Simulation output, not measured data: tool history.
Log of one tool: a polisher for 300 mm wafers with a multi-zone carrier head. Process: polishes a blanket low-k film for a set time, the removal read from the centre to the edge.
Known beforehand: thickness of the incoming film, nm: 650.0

| run | hour | flow of slurry (ml/min) | pressure of the head's centre zone | pressure of the head's middle zone | pressure of the head's edge zone | abrasive content of the slurry | polishing time (s) | film removed at the wafer's centre (Å) | film removed at mid-radius (Å) | film removed at the wafer's edge (Å) |
|---|---|---|---|---|---|---|---|---|---|---|
| 1 | 0 | 185 | 1 | 1 | 1 | 1 | 73 | 238.23 | 235.51 | 239.89 |
| 2 | 8.7 | 185 | 1 | 1 | 1 | 1 | 89 | 290.14 | 288.42 | 285.52 |
| 3 | 16.7 | 185 | 1 | 1.08 | 1 | 1 | 89 | 292.44 | 305.16 | 289.54 |
| 4 | 19.3 | 180 | 0.98 | 1.06 | 0.98 | 0.95 | 89 | 272.53 | 288.95 | 277.7 |
| 5 | 24.2 | 180 | 0.97 | 1.05 | 0.96 | 0.9 | 89 | 264.48 | 278.44 | 262.62 |
| 6 | 32.6 | 175 | 0.95 | 1.03 | 0.94 | 0.9 | 89 | 257.91 | 269.73 | 266.14 |
| 7 | 40 | 175 | 0.94 | 1.03 | 0.93 | 0.85 | 89 | 248.53 | 263.12 | 256.58 |
| 8 | 47.7 | 175 | 0.93 | 1.03 | 0.92 | 0.8 | 89 | 234.67 | 253.99 | 245.65 |
| 9 | 55.5 | 175 | 0.92 | 1.03 | 0.91 | 0.75 | 89 | 226.82 | 245.09 | 235.45 |
| 10 | 62.2 | 175 | 0.92 | 1.03 | 0.91 | 0.75 | 89 | 225.73 | 247.37 | 235.51 |
| 11 | 67.3 | 135 | 0.85 | 0.97 | 0.81 | 0.55 | 89 | 159.43 | 183.1 | 177.87 |
| 12 | 71.5 | 185 | 0.86 | 0.98 | 0.86 | 0.55 | 89 | 172.05 | 194.07 | 189.14 |
| 13 | 75.2 | 190 | 0.86 | 0.99 | 0.87 | 0.55 | 89 | 172.56 | 200.14 | 190.83 |
| 14 | 83.7 | 195 | 0.87 | 0.99 | 0.88 | 0.55 | 89 | 175.18 | 196.62 | 189.77 |
| 15 | 88.2 | 245 | 0.88 | 1.04 | 0.96 | 0.65 | 89 | 206.65 | 235.37 | 226.6 |
| 16 | 89 | 240 | 0.88 | 1.03 | 0.94 | 0.65 | 89 | 205.53 | 236.45 | 225.1 |
| 17 | 89.7 | 230 | 0.88 | 1.02 | 0.93 | 0.65 | 89 | 205.21 | 231.47 | 225.55 |
| 18 | 90.8 | 220 | 0.88 | 1.02 | 0.92 | 0.65 | 89 | 205.56 | 227.81 | 221 |
| 19 | 95.4 | 215 | 0.88 | 1.02 | 0.91 | 0.65 | 89 | 201.64 | 234.41 | 218.43 |
| 20 | 101.8 | 210 | 0.88 | 1.02 | 0.91 | 0.65 | 89 | 201.66 | 225.68 | 224.12 |
| 21 | 109.1 | 205 | 0.88 | 1.02 | 0.91 | 0.65 | 89 | 201.37 | 226.58 | 214.18 |
| 22 | 116.1 | 200 | 0.88 | 1.02 | 0.91 | 0.65 | 89 | 202.03 | 226.82 | 221.04 |
| 23 | 120.7 | 200 | 0.88 | 1.01 | 0.9 | 0.65 | 89 | 200.61 | 229.27 | 214.21 |
| 24 | 124.1 | 195 | 0.88 | 1.01 | 0.9 | 0.65 | 89 | 200.08 | 229.17 | 214.22 |

Forecast run 25:
| 25 | 128.8 | 195 | 0.88 | 1.01 | 0.9 | 0.65 | 89 | ? | ? | ? |

{"run 25": {"film removed at the wafer's centre (Å)": 199.75, "film removed at mid-radius (Å)": 223.4, "film removed at the wafer's edge (Å)": 216.9}}
